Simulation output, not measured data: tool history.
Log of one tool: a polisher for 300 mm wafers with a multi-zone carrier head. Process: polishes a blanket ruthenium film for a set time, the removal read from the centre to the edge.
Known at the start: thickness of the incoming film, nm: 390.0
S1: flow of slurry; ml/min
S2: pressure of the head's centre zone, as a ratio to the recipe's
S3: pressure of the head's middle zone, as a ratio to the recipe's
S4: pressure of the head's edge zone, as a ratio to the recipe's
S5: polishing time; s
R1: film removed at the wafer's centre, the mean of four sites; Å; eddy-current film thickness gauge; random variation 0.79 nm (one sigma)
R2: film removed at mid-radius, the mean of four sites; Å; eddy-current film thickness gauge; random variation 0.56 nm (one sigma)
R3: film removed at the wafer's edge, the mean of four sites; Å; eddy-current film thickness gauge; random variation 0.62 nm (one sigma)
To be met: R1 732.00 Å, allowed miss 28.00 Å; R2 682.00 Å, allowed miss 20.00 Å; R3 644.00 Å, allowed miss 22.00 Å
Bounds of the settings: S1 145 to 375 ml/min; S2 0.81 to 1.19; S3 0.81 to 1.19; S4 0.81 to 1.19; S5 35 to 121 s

{"run": 1, "day": 0.0, "S1": 240, "S2": 1.0, "S3": 1.0, "S4": 1.0, "S5": 78, "R1": 1112.7, "R2": 1095.9, "R3": 1109.8}
{"run": 2, "day": 0.262, "S1": 240, "S2": 1.01, "S3": 1.0, "S4": 0.96, "S5": 69, "R1": 1005.4, "R2": 960.24, "R3": 982.0}
{"run": 3, "day": 0.5, "S1": 245, "S2": 1.02, "S3": 1.03, "S4": 0.93, "S5": 61, "R1": 912.48, "R2": 886.02, "R3": 845.17}
{"run": 4, "day": 0.638, "S1": 245, "S2": 0.97, "S3": 1.03, "S4": 0.93, "S5": 61, "R1": 852.84, "R2": 898.28, "R3": 825.49}
{"run": 5, "day": 0.758, "S1": 250, "S2": 0.98, "S3": 1.02, "S4": 0.91, "S5": 57, "R1": 809.73, "R2": 824.75, "R3": 789.24}
{"run": 6, "day": 1.062, "S1": 250, "S2": 0.98, "S3": 0.96, "S4": 0.91, "S5": 57, "R1": 800.09, "R2": 770.21, "R3": 782.13}
{"run": 7, "day": 1.242, "S1": 255, "S2": 0.99, "S3": 0.97, "S4": 0.89, "S5": 54, "R1": 779.96, "R2": 748.74, "R3": 720.62}
{"run": 8, "day": 1.279, "S1": 220, "S2": 0.98, "S3": 0.92, "S4": 0.81, "S5": 50, "R1": 711.53, "R2": 653.37, "R3": 654.38}
{"run": 9, "day": 1.325, "S1": 225, "S2": 0.99, "S3": 0.93, "S4": 0.81, "S5": 50, "R1": 706.84, "R2": 657.3, "R3": 647.13}

5 next moves are on the table. One of them brings every result within its allowed miss. Which?
{"run": "A", "day": 1.371, "S1": 210, "S2": 1.02, "S3": 0.95, "S4": 0.93, "S5": 48, "R1": "?", "R2": "?", "R3": "?"}
{"run": "B", "day": 1.371, "S1": 220, "S2": 1.03, "S3": 0.97, "S4": 0.81, "S5": 50, "R1": "?", "R2": "?", "R3": "?"}
{"run": "C", "day": 1.371, "S1": 190, "S2": 0.98, "S3": 0.88, "S4": 0.93, "S5": 49, "R1": "?", "R2": "?", "R3": "?"}
{"run": "D", "day": 1.371, "S1": 210, "S2": 1.04, "S3": 0.93, "S4": 0.82, "S5": 48, "R1": "?", "R2": "?", "R3": "?"}
{"run": "E", "day": 1.371, "S1": 235, "S2": 0.99, "S3": 1.04, "S4": 0.81, "S5": 48, "R1": "?", "R2": "?", "R3": "?"}

move=A R1=688.75 R2=642.13 R3=650.12
move=B R1=729.18 R2=685.62 R3=639.53
move=C R1=667.09 R2=604.98 R3=656.10
move=D R1=699.99 R2=630.85 R3=614.30
move=E R1=684.60 R2=704.83 R3=617.73
A: further off than the last run
B: meets every target
C: further off than the last run
D: further off than the last run
E: takes the result that was furthest off past its target
Answer: B
